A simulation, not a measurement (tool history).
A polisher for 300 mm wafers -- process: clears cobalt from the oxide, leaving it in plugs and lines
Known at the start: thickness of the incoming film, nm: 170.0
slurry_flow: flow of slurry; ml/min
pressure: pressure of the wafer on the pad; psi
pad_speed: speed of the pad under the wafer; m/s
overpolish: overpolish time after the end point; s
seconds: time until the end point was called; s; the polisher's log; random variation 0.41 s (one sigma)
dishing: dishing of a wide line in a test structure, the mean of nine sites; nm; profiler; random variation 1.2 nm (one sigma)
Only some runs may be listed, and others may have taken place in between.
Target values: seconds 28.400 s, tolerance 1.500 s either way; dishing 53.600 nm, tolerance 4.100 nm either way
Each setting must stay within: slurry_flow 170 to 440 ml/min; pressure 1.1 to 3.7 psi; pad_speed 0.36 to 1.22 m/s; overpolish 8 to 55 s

run 1 hour=0.0 | slurry_flow=280 pressure=2.4 pad_speed=0.78 overpolish=28 | seconds=34.710 dishing=58.671
run 2 hour=0.5 | slurry_flow=280 pressure=2.4 pad_speed=0.78 overpolish=33 | seconds=34.177 dishing=64.556
run 3 hour=2.1 | slurry_flow=280 pressure=2.5 pad_speed=0.78 overpolish=31 | seconds=34.957 dishing=63.087
run 4 hour=5.0 | slurry_flow=280 pressure=2.6 pad_speed=0.80 overpolish=28 | seconds=32.121 dishing=62.187
run 5 hour=6.8 | slurry_flow=280 pressure=2.6 pad_speed=0.80 overpolish=26 | seconds=32.046 dishing=59.606
run 6 hour=13.9 | slurry_flow=280 pressure=2.6 pad_speed=0.80 overpolish=25 | seconds=32.099 dishing=58.286
run 7 hour=21.5 | slurry_flow=280 pressure=2.6 pad_speed=0.80 overpolish=24 | seconds=31.714 dishing=58.561
run 8 hour=30.0 | slurry_flow=280 pressure=2.6 pad_speed=0.80 overpolish=23 | seconds=32.144 dishing=58.810
run 9 hour=38.7 | slurry_flow=280 pressure=2.6 pad_speed=0.80 overpolish=21 | seconds=33.035 dishing=54.778
run 10 hour=44.4 | slurry_flow=280 pressure=2.7 pad_speed=0.80 overpolish=20 | seconds=31.738 dishing=53.758

Exercise: of the 4 proposed moves below, exactly one satisfies all targets within the stated allowed misses. Which move is it?
run A hour=50.1 | slurry_flow=390 pressure=3.2 pad_speed=0.78 overpolish=34 | seconds=? dishing=?
run B hour=50.1 | slurry_flow=260 pressure=2.6 pad_speed=0.66 overpolish=24 | seconds=? dishing=?
run C hour=50.1 | slurry_flow=295 pressure=2.6 pad_speed=0.76 overpolish=26 | seconds=? dishing=?
run D hour=50.1 | slurry_flow=245 pressure=2.7 pad_speed=0.88 overpolish=18 | seconds=? dishing=?

move=A seconds=25.592 dishing=70.523
move=B seconds=37.983 dishing=56.339
move=C seconds=32.874 dishing=61.729
move=D seconds=28.194 dishing=56.459
A: takes the result that was furthest off past its target
B: misses by more than the last run did
C: misses by more than the last run did
D: all results land within tolerance of their targets
The right move is D.

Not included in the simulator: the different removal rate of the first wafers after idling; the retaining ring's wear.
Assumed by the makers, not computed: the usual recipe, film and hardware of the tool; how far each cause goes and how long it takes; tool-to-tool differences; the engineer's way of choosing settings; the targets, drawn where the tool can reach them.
